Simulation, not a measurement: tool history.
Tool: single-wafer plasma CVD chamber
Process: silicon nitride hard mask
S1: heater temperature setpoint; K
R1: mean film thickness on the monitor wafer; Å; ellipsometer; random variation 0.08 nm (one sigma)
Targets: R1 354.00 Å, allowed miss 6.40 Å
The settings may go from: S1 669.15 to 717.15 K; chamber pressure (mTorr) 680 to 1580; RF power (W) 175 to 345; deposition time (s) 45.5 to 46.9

Run 1, day 0.000: S1 693.15 K, chamber pressure (mTorr) 1130, RF power (W) 260, deposition time (s) 45.5. Result: R1 453.45 Å.
Run 2, day 0.254: S1 693.15 K, chamber pressure (mTorr) 1050, RF power (W) 250, deposition time (s) 45.5. Result: R1 426.04 Å.
Run 3, day 0.617: S1 693.15 K, chamber pressure (mTorr) 980, RF power (W) 245, deposition time (s) 45.5. Result: R1 410.17 Å.
Run 4, day 0.917: S1 693.15 K, chamber pressure (mTorr) 920, RF power (W) 240, deposition time (s) 45.5. Result: R1 396.79 Å.
Run 5, day 1.175: S1 693.15 K, chamber pressure (mTorr) 920, RF power (W) 275, deposition time (s) 45.5. Result: R1 451.06 Å.
Run 6, day 1.342: S1 700.15 K, chamber pressure (mTorr) 920, RF power (W) 275, deposition time (s) 45.5. Result: R1 450.95 Å.
Run 7, day 1.625: S1 700.15 K, chamber pressure (mTorr) 870, RF power (W) 265, deposition time (s) 45.5. Result: R1 428.66 Å.
Run 8, day 1.796: S1 700.15 K, chamber pressure (mTorr) 830, RF power (W) 255, deposition time (s) 45.5. Result: R1 409.71 Å.
Run 9, day 2.017: S1 700.15 K, chamber pressure (mTorr) 830, RF power (W) 255, deposition time (s) 45.5. Result: R1 407.83 Å.
Run 10, day 2.179: S1 700.15 K, chamber pressure (mTorr) 800, RF power (W) 250, deposition time (s) 45.5. Result: R1 395.89 Å.
Run 11, day 2.354: S1 700.15 K, chamber pressure (mTorr) 780, RF power (W) 245, deposition time (s) 45.5. Result: R1 384.20 Å.
Run 12, day 2.475: S1 700.15 K, chamber pressure (mTorr) 760, RF power (W) 240, deposition time (s) 45.5. Result: R1 374.11 Å.
Run 13, day 2.521: S1 700.15 K, chamber pressure (mTorr) 740, RF power (W) 240, deposition time (s) 45.5. Result: R1 372.34 Å.
Run 14, day 2.712: S1 700.15 K, chamber pressure (mTorr) 730, RF power (W) 240, deposition time (s) 45.5. Result: R1 370.40 Å.
Run 15, day 3.075: S1 700.15 K, chamber pressure (mTorr) 720, RF power (W) 240, deposition time (s) 45.5. Result: R1 370.90 Å.
Run 16, day 3.162: S1 700.15 K, chamber pressure (mTorr) 720, RF power (W) 240, deposition time (s) 45.5. Result: R1 367.52 Å.

Which of these 5 next moves meets every target?
Run A, day 3.250: S1 701.15 K, chamber pressure (mTorr) 710, RF power (W) 225, deposition time (s) 45.5. Result: R1 ?.
Run B, day 3.250: S1 701.15 K, chamber pressure (mTorr) 680, RF power (W) 240, deposition time (s) 45.7. Result: R1 ?.
Run C, day 3.250: S1 705.15 K, chamber pressure (mTorr) 710, RF power (W) 225, deposition time (s) 46.9. Result: R1 ?.
Run D, day 3.250: S1 696.15 K, chamber pressure (mTorr) 680, RF power (W) 225, deposition time (s) 45.5. Result: R1 ?.
Run E, day 3.250: S1 691.15 K, chamber pressure (mTorr) 900, RF power (W) 245, deposition time (s) 45.5. Result: R1 ?.

move      R1
   A  344.05
   B  365.86
   C  354.00
   D  340.78
   E  403.68
A: takes the result that was furthest off past its target
B: nearer than the last run, and not there yet
C: meets every target
D: takes the result that was furthest off past its target
E: further off than the last run
The right move is C.
